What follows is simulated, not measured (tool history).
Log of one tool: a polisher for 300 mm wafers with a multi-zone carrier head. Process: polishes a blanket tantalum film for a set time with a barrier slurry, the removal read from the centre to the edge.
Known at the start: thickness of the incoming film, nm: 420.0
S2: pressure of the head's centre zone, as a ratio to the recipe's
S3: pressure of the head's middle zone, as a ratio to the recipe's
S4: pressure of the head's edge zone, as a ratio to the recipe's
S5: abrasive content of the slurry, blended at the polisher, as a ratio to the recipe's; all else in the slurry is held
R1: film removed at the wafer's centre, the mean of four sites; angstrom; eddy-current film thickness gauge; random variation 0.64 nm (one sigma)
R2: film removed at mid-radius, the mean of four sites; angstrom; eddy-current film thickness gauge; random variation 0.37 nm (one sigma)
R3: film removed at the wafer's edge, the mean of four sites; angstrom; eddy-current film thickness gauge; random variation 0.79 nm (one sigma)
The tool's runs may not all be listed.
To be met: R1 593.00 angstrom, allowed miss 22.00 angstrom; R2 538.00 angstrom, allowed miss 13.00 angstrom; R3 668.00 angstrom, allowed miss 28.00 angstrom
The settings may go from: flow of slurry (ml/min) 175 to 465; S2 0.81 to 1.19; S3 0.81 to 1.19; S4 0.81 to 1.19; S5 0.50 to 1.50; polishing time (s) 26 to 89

Run 1, hour 0.0: flow of slurry (ml/min) 295, S2 1.00, S3 1.00, S4 1.00, S5 1.00, polishing time (s) 57. Result: R1 888.03 angstrom, R2 859.39 angstrom, R3 881.42 angstrom.
Run 2, hour 3.0: flow of slurry (ml/min) 230, S2 1.00, S3 1.00, S4 1.00, S5 1.00, polishing time (s) 57. Result: R1 836.18 angstrom, R2 839.93 angstrom, R3 876.28 angstrom.
Run 3, hour 11.6: flow of slurry (ml/min) 230, S2 1.00, S3 1.00, S4 1.00, S5 1.00, polishing time (s) 44. Result: R1 659.52 angstrom, R2 643.50 angstrom, R3 671.49 angstrom.
Run 4, hour 18.3: flow of slurry (ml/min) 230, S2 1.00, S3 1.00, S4 1.05, S5 1.00, polishing time (s) 44. Result: R1 658.25 angstrom, R2 648.82 angstrom, R3 689.00 angstrom.
Run 5, hour 19.9: flow of slurry (ml/min) 230, S2 1.00, S3 1.00, S4 0.97, S5 1.00, polishing time (s) 44. Result: R1 659.36 angstrom, R2 648.33 angstrom, R3 677.53 angstrom.
Run 6, hour 28.5: flow of slurry (ml/min) 230, S2 1.08, S3 1.00, S4 0.97, S5 1.00, polishing time (s) 44. Result: R1 690.51 angstrom, R2 641.89 angstrom, R3 679.74 angstrom.
Run 7, hour 34.0: flow of slurry (ml/min) 215, S2 1.05, S3 0.96, S4 1.00, S5 1.00, polishing time (s) 44. Result: R1 676.80 angstrom, R2 617.70 angstrom, R3 663.92 angstrom.
Run 8, hour 34.6: flow of slurry (ml/min) 205, S2 1.01, S3 0.92, S4 1.05, S5 1.00, polishing time (s) 44. Result: R1 644.43 angstrom, R2 590.13 angstrom, R3 675.89 angstrom.
Run 9, hour 43.1: flow of slurry (ml/min) 200, S2 1.00, S3 0.90, S4 1.06, S5 1.00, polishing time (s) 44. Result: R1 642.23 angstrom, R2 578.05 angstrom, R3 698.29 angstrom.
Run 10, hour 50.8: flow of slurry (ml/min) 200, S2 0.99, S3 0.89, S4 1.05, S5 0.95, polishing time (s) 44. Result: R1 629.44 angstrom, R2 559.32 angstrom, R3 672.52 angstrom.
Run 11, hour 51.6: flow of slurry (ml/min) 195, S2 0.98, S3 0.89, S4 1.05, S5 0.95, polishing time (s) 44. Result: R1 620.71 angstrom, R2 560.88 angstrom, R3 659.08 angstrom.

4 next moves are on the table. One of them brings every result within its allowed miss. Which?
Run A, hour 52.4: flow of slurry (ml/min) 280, S2 1.07, S3 0.91, S4 1.04, S5 0.95, polishing time (s) 42. Result: R1 ?, R2 ?, R3 ?.
Run B, hour 52.4: flow of slurry (ml/min) 190, S2 0.97, S3 0.88, S4 1.12, S5 1.40, polishing time (s) 38. Result: R1 ?, R2 ?, R3 ?.
Run C, hour 52.4: flow of slurry (ml/min) 225, S2 1.03, S3 0.97, S4 1.01, S5 0.70, polishing time (s) 46. Result: R1 ?, R2 ?, R3 ?.
Run D, hour 52.4: flow of slurry (ml/min) 205, S2 1.01, S3 0.89, S4 1.07, S5 0.95, polishing time (s) 45. Result: R1 ?, R2 ?, R3 ?.

move      R1      R2      R3
   A  670.09  578.09  663.80
   B  594.60  540.56  672.17
   C  602.60  565.96  611.12
   D  654.75  582.08  698.19
A: further off than the last run
B: meets every target
C: further off than the last run
D: further off than the last run
Answer: B

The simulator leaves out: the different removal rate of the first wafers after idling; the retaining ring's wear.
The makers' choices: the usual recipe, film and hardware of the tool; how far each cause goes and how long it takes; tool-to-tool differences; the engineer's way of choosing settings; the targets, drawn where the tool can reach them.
